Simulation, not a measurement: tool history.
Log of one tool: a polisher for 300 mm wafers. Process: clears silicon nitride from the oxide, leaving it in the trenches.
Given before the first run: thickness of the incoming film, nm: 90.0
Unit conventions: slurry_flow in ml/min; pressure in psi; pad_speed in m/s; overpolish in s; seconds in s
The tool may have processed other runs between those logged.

run	hour	slurry_flow	pressure	pad_speed	overpolish	seconds
1	0	255	2.5	0.94	10	109.79
2	8.7	255	2.5	0.94	7	114.06
3	10.5	315	2.5	0.94	7	108.23
4	17.4	315	2.7	0.94	7	100.21
5	20.9	315	3.1	0.94	7	90.399
6	22.5	315	3.1	0.82	7	96.396

Run 7, settings as shown, results not yet in. Your forecast:
7	29.8	315	3.3	0.84	7	?

{"run 7": {"seconds": 90.7}}
